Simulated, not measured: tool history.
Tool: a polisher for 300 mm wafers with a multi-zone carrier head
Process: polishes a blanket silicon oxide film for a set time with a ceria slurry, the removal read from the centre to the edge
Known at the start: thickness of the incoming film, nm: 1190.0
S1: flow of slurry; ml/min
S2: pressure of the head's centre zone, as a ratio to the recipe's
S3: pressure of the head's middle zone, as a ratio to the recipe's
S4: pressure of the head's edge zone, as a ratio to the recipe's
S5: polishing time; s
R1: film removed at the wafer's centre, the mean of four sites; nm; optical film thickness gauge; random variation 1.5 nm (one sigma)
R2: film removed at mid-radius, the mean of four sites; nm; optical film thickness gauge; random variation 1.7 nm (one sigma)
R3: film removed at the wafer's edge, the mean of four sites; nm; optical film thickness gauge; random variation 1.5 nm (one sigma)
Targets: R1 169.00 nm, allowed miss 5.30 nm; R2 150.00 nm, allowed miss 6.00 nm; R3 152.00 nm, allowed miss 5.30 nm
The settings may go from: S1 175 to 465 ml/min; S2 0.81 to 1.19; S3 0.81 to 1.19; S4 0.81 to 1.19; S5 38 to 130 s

{"run": 1, "hour": 0.0, "S1": 295, "S2": 1.0, "S3": 1.0, "S4": 1.0, "S5": 84, "R1": 208.02, "R2": 212.39, "R3": 213.56}
{"run": 2, "hour": 4.8, "S1": 295, "S2": 1.01, "S3": 0.98, "S4": 0.97, "S5": 79, "R1": 200.77, "R2": 200.42, "R3": 197.23}
{"run": 3, "hour": 6.8, "S1": 290, "S2": 1.01, "S3": 0.95, "S4": 0.95, "S5": 75, "R1": 189.0, "R2": 180.52, "R3": 185.02}
{"run": 4, "hour": 8.5, "S1": 290, "S2": 1.01, "S3": 0.94, "S4": 0.93, "S5": 73, "R1": 183.32, "R2": 174.09, "R3": 181.57}
{"run": 5, "hour": 13.0, "S1": 290, "S2": 0.96, "S3": 0.94, "S4": 0.93, "S5": 73, "R1": 176.67, "R2": 177.09, "R3": 180.87}
{"run": 6, "hour": 18.4, "S1": 290, "S2": 0.96, "S3": 0.94, "S4": 0.93, "S5": 57, "R1": 136.29, "R2": 136.23, "R3": 139.9}
{"run": 7, "hour": 27.4, "S1": 295, "S2": 0.99, "S3": 0.95, "S4": 0.93, "S5": 58, "R1": 142.48, "R2": 140.84, "R3": 144.58}
{"run": 8, "hour": 33.0, "S1": 300, "S2": 1.02, "S3": 0.96, "S4": 0.93, "S5": 58, "R1": 149.55, "R2": 143.92, "R3": 144.05}
{"run": 9, "hour": 38.6, "S1": 300, "S2": 1.02, "S3": 0.96, "S4": 0.93, "S5": 58, "R1": 148.7, "R2": 140.49, "R3": 142.27}
{"run": 10, "hour": 46.3, "S1": 305, "S2": 1.03, "S3": 0.96, "S4": 0.94, "S5": 59, "R1": 154.18, "R2": 146.45, "R3": 146.66}
{"run": 11, "hour": 53.4, "S1": 315, "S2": 1.04, "S3": 0.96, "S4": 0.94, "S5": 59, "R1": 152.75, "R2": 146.02, "R3": 146.91}
{"run": 12, "hour": 55.9, "S1": 315, "S2": 1.05, "S3": 0.96, "S4": 0.94, "S5": 59, "R1": 154.21, "R2": 147.41, "R3": 145.19}
{"run": 13, "hour": 64.0, "S1": 310, "S2": 1.06, "S3": 0.95, "S4": 0.94, "S5": 60, "R1": 156.63, "R2": 146.23, "R3": 148.41}
{"run": 14, "hour": 69.3, "S1": 310, "S2": 1.07, "S3": 0.95, "S4": 0.94, "S5": 60, "R1": 160.42, "R2": 143.82, "R3": 152.44}
{"run": 15, "hour": 78.3, "S1": 315, "S2": 1.08, "S3": 0.96, "S4": 0.94, "S5": 60, "R1": 160.66, "R2": 149.58, "R3": 149.15}
{"run": 16, "hour": 84.2, "S1": 315, "S2": 1.09, "S3": 0.96, "S4": 0.94, "S5": 60, "R1": 161.51, "R2": 149.24, "R3": 148.72}

Which of these 4 next moves meets every target?
{"run": "A", "hour": 90.1, "S1": 260, "S2": 1.16, "S3": 0.91, "S4": 0.95, "S5": 61, "R1": "?", "R2": "?", "R3": "?"}
{"run": "B", "hour": 90.1, "S1": 260, "S2": 1.02, "S3": 0.87, "S4": 0.98, "S5": 67, "R1": "?", "R2": "?", "R3": "?"}
{"run": "C", "hour": 90.1, "S1": 325, "S2": 1.15, "S3": 0.98, "S4": 0.99, "S5": 60, "R1": "?", "R2": "?", "R3": "?"}
{"run": "D", "hour": 90.1, "S1": 345, "S2": 1.04, "S3": 0.99, "S4": 0.92, "S5": 58, "R1": "?", "R2": "?", "R3": "?"}

move=A R1=167.88 R2=139.58 R3=149.94
move=B R1=166.08 R2=147.79 R3=166.88
move=C R1=168.61 R2=149.73 R3=152.71
move=D R1=151.15 R2=146.88 R3=143.90
A: brings the result that was furthest off to its target, and leaves another outside
B: brings the result that was furthest off to its target, and leaves another outside
C: meets every target
D: further off than the last run
The right move is C.

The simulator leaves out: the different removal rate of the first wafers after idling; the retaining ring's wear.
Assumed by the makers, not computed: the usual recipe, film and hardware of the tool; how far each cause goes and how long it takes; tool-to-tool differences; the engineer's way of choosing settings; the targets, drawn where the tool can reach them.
